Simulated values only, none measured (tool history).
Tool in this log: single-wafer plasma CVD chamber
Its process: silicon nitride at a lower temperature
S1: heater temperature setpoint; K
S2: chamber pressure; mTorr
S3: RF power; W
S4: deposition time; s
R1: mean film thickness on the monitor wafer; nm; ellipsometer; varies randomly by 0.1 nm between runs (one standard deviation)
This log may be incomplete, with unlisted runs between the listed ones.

run,hour,S1,S2,S3,S4,R1
1,0,613.15,1620,330,30.1,34.213
2,7.1,613.15,1620,330,30.1,34.432
3,9.3,613.15,1620,300,30.1,32.275
4,15.5,613.15,1620,300,30.1,32.192
5,17.6,613.15,1490,290,30,30.173
6,21,613.15,1390,290,30,29.664
7,29.1,613.15,1300,290,30,28.973

Expected results for the next run?
8,31.6,613.15,1230,290,30,?

{"run 8": {"R1": 28.396}}

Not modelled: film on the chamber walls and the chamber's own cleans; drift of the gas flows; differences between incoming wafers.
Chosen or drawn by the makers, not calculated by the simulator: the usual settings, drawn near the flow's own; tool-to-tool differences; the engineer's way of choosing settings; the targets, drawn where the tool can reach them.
